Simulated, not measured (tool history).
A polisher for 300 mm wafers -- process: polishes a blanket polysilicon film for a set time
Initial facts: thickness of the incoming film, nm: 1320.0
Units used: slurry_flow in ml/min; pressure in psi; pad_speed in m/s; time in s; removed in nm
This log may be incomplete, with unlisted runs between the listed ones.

run,day,slurry_flow,pressure,pad_speed,time,removed
1,0.000,225,2.5,1.06,81,647.50
2,0.129,225,2.1,1.06,81,537.67
3,0.446,225,2.6,1.06,81,672.54
4,0.633,225,2.2,1.06,81,572.61
5,0.958,225,2.2,0.88,81,467.91
6,1.033,225,2.2,0.64,81,351.74

Run 7 has not been measured yet. What should we expect?
7,1.212,230,2.7,0.74,81,?

For run 7 the tool returned removed 487.05 nm.
